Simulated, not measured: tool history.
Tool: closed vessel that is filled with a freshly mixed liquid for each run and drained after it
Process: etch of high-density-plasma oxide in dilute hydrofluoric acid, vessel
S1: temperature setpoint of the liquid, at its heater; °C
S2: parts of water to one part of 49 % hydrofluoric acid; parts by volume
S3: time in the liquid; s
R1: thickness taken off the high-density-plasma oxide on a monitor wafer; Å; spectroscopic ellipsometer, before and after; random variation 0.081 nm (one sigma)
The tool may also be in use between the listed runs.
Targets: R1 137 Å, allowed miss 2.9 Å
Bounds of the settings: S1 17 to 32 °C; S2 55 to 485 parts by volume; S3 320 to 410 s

{"run": 1, "hour": 0.0, "S1": 24, "S2": 270, "S3": 410, "R1": 76.024}
{"run": 2, "hour": 3.1, "S1": 25, "S2": 260, "S3": 410, "R1": 81.61}
{"run": 3, "hour": 6.8, "S1": 25, "S2": 315, "S3": 410, "R1": 63.814}
{"run": 4, "hour": 15.0, "S1": 25, "S2": 315, "S3": 410, "R1": 64.654}
{"run": 5, "hour": 18.6, "S1": 26, "S2": 295, "S3": 410, "R1": 71.248}
{"run": 6, "hour": 20.2, "S1": 23, "S2": 295, "S3": 410, "R1": 65.027}
{"run": 7, "hour": 23.3, "S1": 24.5, "S2": 280, "S3": 410, "R1": 73.554}
{"run": 8, "hour": 25.6, "S1": 24.5, "S2": 280, "S3": 410, "R1": 72.606}
{"run": 9, "hour": 30.7, "S1": 25.5, "S2": 265, "S3": 410, "R1": 81.714}
{"run": 10, "hour": 39.6, "S1": 26.5, "S2": 255, "S3": 410, "R1": 88.761}
{"run": 11, "hour": 41.8, "S1": 27.5, "S2": 245, "S3": 410, "R1": 95.244}
{"run": 12, "hour": 49.7, "S1": 28, "S2": 235, "S3": 410, "R1": 104.79}
{"run": 13, "hour": 52.0, "S1": 28, "S2": 235, "S3": 410, "R1": 102.51}
{"run": 14, "hour": 53.1, "S1": 28.5, "S2": 230, "S3": 410, "R1": 107.9}
{"run": 15, "hour": 59.8, "S1": 28.5, "S2": 230, "S3": 410, "R1": 108.09}
{"run": 16, "hour": 61.6, "S1": 29, "S2": 225, "S3": 410, "R1": 113.21}
{"run": 17, "hour": 63.2, "S1": 29.5, "S2": 220, "S3": 410, "R1": 119.08}

Which of these 5 next moves meets every target?
{"run": "A", "hour": 64.8, "S1": 29, "S2": 200, "S3": 410, "R1": "?"}
{"run": "B", "hour": 64.8, "S1": 28, "S2": 200, "S3": 410, "R1": "?"}
{"run": "C", "hour": 64.8, "S1": 31, "S2": 220, "S3": 410, "R1": "?"}
{"run": "D", "hour": 64.8, "S1": 32, "S2": 195, "S3": 410, "R1": "?"}
{"run": "E", "hour": 64.8, "S1": 29.5, "S2": 195, "S3": 410, "R1": "?"}

move=A R1=130.57
move=B R1=126.06
move=C R1=124.09
move=D R1=149.42
move=E R1=137.11
A: nearer than the last run, and not there yet
B: nearer than the last run, and not there yet
C: nearer than the last run, and not there yet
D: takes the result that was furthest off past its target
E: meets every target
Move E is the one to make.
